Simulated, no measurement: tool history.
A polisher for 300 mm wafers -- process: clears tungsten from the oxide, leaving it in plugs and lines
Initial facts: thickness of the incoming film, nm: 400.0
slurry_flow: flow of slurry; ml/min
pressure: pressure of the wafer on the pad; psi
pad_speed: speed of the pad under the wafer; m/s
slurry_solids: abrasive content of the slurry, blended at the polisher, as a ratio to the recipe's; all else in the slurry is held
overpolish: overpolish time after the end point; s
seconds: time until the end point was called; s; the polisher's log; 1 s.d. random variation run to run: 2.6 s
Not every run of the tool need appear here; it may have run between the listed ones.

{"run": 1, "hour": 0.0, "slurry_flow": 285, "pressure": 2.4, "pad_speed": 0.96, "slurry_solids": 1, "overpolish": 4, "seconds": 142.69}
{"run": 2, "hour": 5.3, "slurry_flow": 285, "pressure": 2.3, "pad_speed": 0.96, "slurry_solids": 1, "overpolish": 4, "seconds": 146.3}
{"run": 3, "hour": 12.0, "slurry_flow": 285, "pressure": 2.2, "pad_speed": 0.96, "slurry_solids": 1, "overpolish": 4, "seconds": 153.03}
{"run": 4, "hour": 13.8, "slurry_flow": 285, "pressure": 2.2, "pad_speed": 0.76, "slurry_solids": 1, "overpolish": 4, "seconds": 190.57}
{"run": 5, "hour": 16.7, "slurry_flow": 285, "pressure": 2.2, "pad_speed": 0.76, "slurry_solids": 1, "overpolish": 3, "seconds": 185.86}
{"run": 6, "hour": 23.6, "slurry_flow": 285, "pressure": 2.2, "pad_speed": 0.52, "slurry_solids": 1, "overpolish": 3, "seconds": 260.13}
{"run": 7, "hour": 27.9, "slurry_flow": 285, "pressure": 2.3, "pad_speed": 0.52, "slurry_solids": 1, "overpolish": 3, "seconds": 250.2}

Run 8 is up next; what results do you expect?
{"run": 8, "hour": 29.4, "slurry_flow": 285, "pressure": 2.4, "pad_speed": 0.52, "slurry_solids": 1, "overpolish": 3, "seconds": "?"}

Run 8 gave seconds 234.79 s.
